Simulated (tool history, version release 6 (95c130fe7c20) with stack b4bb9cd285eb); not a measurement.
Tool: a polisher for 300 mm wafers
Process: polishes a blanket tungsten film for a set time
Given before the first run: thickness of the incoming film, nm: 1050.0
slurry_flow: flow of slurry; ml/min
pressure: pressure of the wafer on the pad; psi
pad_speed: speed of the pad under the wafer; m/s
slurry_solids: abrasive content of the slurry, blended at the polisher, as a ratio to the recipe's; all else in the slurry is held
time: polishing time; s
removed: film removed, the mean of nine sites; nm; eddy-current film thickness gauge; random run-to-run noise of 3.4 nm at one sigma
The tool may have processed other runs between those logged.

run  hour  slurry_flow  pressure  pad_speed  slurry_solids  time  removed
  1     0          215       2.4       1.14              1   112   366.26
  2   8.4          220       2.5       1.14              1   112   376.65
  3  10.5          220       2.1       1.14              1   112   343.21
  4  15.5          225       2.3       1.14              1   112   357.02
  5  21.1          225       2.5       1.14              1   112   376.97
  6    29          225       2.7       1.14              1   112    395.6
  7  30.7          225       2.8       1.14              1   112   406.11
  8  32.4          225       2.9       1.14              1   112   417.82
  9  39.9          225         3       1.14              1   112   424.77

For run 10, what comes out?
 10  47.8          225       3.1       1.14              1   112        ?

{"run 10": {"removed": 430.66}}

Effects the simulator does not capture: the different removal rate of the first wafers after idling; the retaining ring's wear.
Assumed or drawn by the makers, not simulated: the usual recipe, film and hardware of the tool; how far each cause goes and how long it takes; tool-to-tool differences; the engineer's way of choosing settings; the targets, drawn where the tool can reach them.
